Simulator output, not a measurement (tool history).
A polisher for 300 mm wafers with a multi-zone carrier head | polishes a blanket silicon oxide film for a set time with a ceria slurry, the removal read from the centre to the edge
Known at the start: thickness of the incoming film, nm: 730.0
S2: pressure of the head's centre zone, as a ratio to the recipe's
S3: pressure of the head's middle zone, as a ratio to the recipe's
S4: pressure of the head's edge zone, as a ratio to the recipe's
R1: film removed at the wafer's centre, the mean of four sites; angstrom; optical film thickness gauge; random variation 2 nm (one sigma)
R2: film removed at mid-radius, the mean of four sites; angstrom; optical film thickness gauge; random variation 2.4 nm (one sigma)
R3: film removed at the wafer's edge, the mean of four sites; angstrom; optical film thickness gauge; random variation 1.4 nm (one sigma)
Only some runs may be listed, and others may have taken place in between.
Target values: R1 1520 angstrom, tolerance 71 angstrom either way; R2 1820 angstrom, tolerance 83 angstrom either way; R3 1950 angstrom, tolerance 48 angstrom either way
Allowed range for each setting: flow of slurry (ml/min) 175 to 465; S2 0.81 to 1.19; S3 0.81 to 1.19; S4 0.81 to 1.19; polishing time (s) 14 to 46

{"run": 1, "hour": 0.0, "flow of slurry (ml/min)": 295, "S2": 1, "S3": 1, "S4": 1, "polishing time (s)": 30, "R1": 2602.3, "R2": 2678.7, "R3": 2654.1}
{"run": 2, "hour": 1.4, "flow of slurry (ml/min)": 280, "S2": 0.95, "S3": 0.98, "S4": 1.01, "polishing time (s)": 27, "R1": 2253.3, "R2": 2327.3, "R3": 2371.7}
{"run": 3, "hour": 3.1, "flow of slurry (ml/min)": 280, "S2": 0.95, "S3": 1.06, "S4": 1.01, "polishing time (s)": 27, "R1": 2230.9, "R2": 2508.4, "R3": 2363.8}
{"run": 4, "hour": 3.8, "flow of slurry (ml/min)": 280, "S2": 0.95, "S3": 1.06, "S4": 1.01, "polishing time (s)": 34, "R1": 2851, "R2": 3246.4, "R3": 3012.1}
{"run": 5, "hour": 9.5, "flow of slurry (ml/min)": 340, "S2": 0.95, "S3": 1.06, "S4": 1.01, "polishing time (s)": 34, "R1": 2862, "R2": 3280, "R3": 3028.9}
{"run": 6, "hour": 10.0, "flow of slurry (ml/min)": 340, "S2": 0.87, "S3": 1.06, "S4": 1.01, "polishing time (s)": 34, "R1": 2624.8, "R2": 3272.4, "R3": 3051.4}
{"run": 7, "hour": 14.1, "flow of slurry (ml/min)": 340, "S2": 0.87, "S3": 1.06, "S4": 1.01, "polishing time (s)": 34, "R1": 2598.8, "R2": 3219.3, "R3": 3058.5}
{"run": 8, "hour": 17.3, "flow of slurry (ml/min)": 340, "S2": 0.85, "S3": 1.04, "S4": 1.02, "polishing time (s)": 30, "R1": 2241.2, "R2": 2835.9, "R3": 2676.8}
{"run": 9, "hour": 26.1, "flow of slurry (ml/min)": 335, "S2": 0.84, "S3": 1.01, "S4": 1.04, "polishing time (s)": 27, "R1": 2027.6, "R2": 2406.1, "R3": 2459.7}
{"run": 10, "hour": 29.5, "flow of slurry (ml/min)": 335, "S2": 0.83, "S3": 1.01, "S4": 1.05, "polishing time (s)": 25, "R1": 1850.7, "R2": 2263.5, "R3": 2302.6}
{"run": 11, "hour": 35.4, "flow of slurry (ml/min)": 330, "S2": 0.82, "S3": 1, "S4": 1.05, "polishing time (s)": 24, "R1": 1752.5, "R2": 2198.6, "R3": 2190.8}
{"run": 12, "hour": 43.5, "flow of slurry (ml/min)": 320, "S2": 0.82, "S3": 0.98, "S4": 1.06, "polishing time (s)": 23, "R1": 1648.1, "R2": 2082.1, "R3": 2099.5}
{"run": 13, "hour": 50.6, "flow of slurry (ml/min)": 305, "S2": 0.82, "S3": 0.94, "S4": 1.05, "polishing time (s)": 23, "R1": 1645.4, "R2": 1950.7, "R3": 2066.4}
{"run": 14, "hour": 51.4, "flow of slurry (ml/min)": 285, "S2": 0.82, "S3": 0.93, "S4": 1.05, "polishing time (s)": 23, "R1": 1661.9, "R2": 1916.1, "R3": 2060.7}
{"run": 15, "hour": 59.8, "flow of slurry (ml/min)": 285, "S2": 0.82, "S3": 0.93, "S4": 1.05, "polishing time (s)": 23, "R1": 1606.5, "R2": 1896.3, "R3": 2071.7}
{"run": 16, "hour": 68.5, "flow of slurry (ml/min)": 275, "S2": 0.82, "S3": 0.93, "S4": 1.03, "polishing time (s)": 23, "R1": 1610.9, "R2": 1935.3, "R3": 2044.3}
{"run": 17, "hour": 70.7, "flow of slurry (ml/min)": 265, "S2": 0.82, "S3": 0.92, "S4": 1.02, "polishing time (s)": 23, "R1": 1609.6, "R2": 1861.3, "R3": 2045.4}
{"run": 18, "hour": 78.4, "flow of slurry (ml/min)": 260, "S2": 0.82, "S3": 0.93, "S4": 1.01, "polishing time (s)": 23, "R1": 1622.1, "R2": 1894.2, "R3": 2013}
{"run": 19, "hour": 83.2, "flow of slurry (ml/min)": 250, "S2": 0.82, "S3": 0.93, "S4": 1.02, "polishing time (s)": 23, "R1": 1622.3, "R2": 1887.1, "R3": 2019}
{"run": 20, "hour": 84.6, "flow of slurry (ml/min)": 255, "S2": 0.82, "S3": 0.93, "S4": 1.03, "polishing time (s)": 23, "R1": 1629.9, "R2": 1941.6, "R3": 2043}
{"run": 21, "hour": 85.9, "flow of slurry (ml/min)": 215, "S2": 0.81, "S3": 0.92, "S4": 1.04, "polishing time (s)": 21, "R1": 1403, "R2": 1696.6, "R3": 1856}
{"run": 22, "hour": 94.3, "flow of slurry (ml/min)": 230, "S2": 0.81, "S3": 0.93, "S4": 1.05, "polishing time (s)": 21, "R1": 1420.4, "R2": 1730.6, "R3": 1837.8}
{"run": 23, "hour": 99.4, "flow of slurry (ml/min)": 245, "S2": 0.81, "S3": 0.93, "S4": 1.05, "polishing time (s)": 21, "R1": 1456.6, "R2": 1763.2, "R3": 1866.2}
{"run": 24, "hour": 107.8, "flow of slurry (ml/min)": 255, "S2": 0.81, "S3": 0.93, "S4": 1.05, "polishing time (s)": 21, "R1": 1473.2, "R2": 1719.8, "R3": 1871.7}
{"run": 25, "hour": 111.7, "flow of slurry (ml/min)": 265, "S2": 0.81, "S3": 0.94, "S4": 1.06, "polishing time (s)": 21, "R1": 1490.2, "R2": 1752.9, "R3": 1885.5}

5 next moves are on the table. One of them brings every result within its allowed miss. Which?
{"run": "A", "hour": 115.6, "flow of slurry (ml/min)": 330, "S2": 0.83, "S3": 0.96, "S4": 1.11, "polishing time (s)": 21, "R1": "?", "R2": "?", "R3": "?"}
{"run": "B", "hour": 115.6, "flow of slurry (ml/min)": 380, "S2": 0.9, "S3": 1.02, "S4": 1.17, "polishing time (s)": 19, "R1": "?", "R2": "?", "R3": "?"}
{"run": "C", "hour": 115.6, "flow of slurry (ml/min)": 255, "S2": 0.81, "S3": 1.01, "S4": 1, "polishing time (s)": 21, "R1": "?", "R2": "?", "R3": "?"}
{"run": "D", "hour": 115.6, "flow of slurry (ml/min)": 240, "S2": 0.91, "S3": 1.01, "S4": 1.11, "polishing time (s)": 20, "R1": "?", "R2": "?", "R3": "?"}
{"run": "E", "hour": 115.6, "flow of slurry (ml/min)": 235, "S2": 0.87, "S3": 0.97, "S4": 1.1, "polishing time (s)": 20, "R1": "?", "R2": "?", "R3": "?"}

move=A R1=1540 R2=1853.4 R3=1955.4
move=B R1=1532.5 R2=1785 R3=1831.3
move=C R1=1458.9 R2=1883.7 R3=1821.5
move=D R1=1549.7 R2=1779.5 R3=1813.4
move=E R1=1476.2 R2=1715.7 R3=1802.7
A: every result lands within tolerance
B: lands further from the targets than the last run did
C: lands further from the targets than the last run did
D: lands further from the targets than the last run did
E: lands further from the targets than the last run did
The move that meets every target is A.

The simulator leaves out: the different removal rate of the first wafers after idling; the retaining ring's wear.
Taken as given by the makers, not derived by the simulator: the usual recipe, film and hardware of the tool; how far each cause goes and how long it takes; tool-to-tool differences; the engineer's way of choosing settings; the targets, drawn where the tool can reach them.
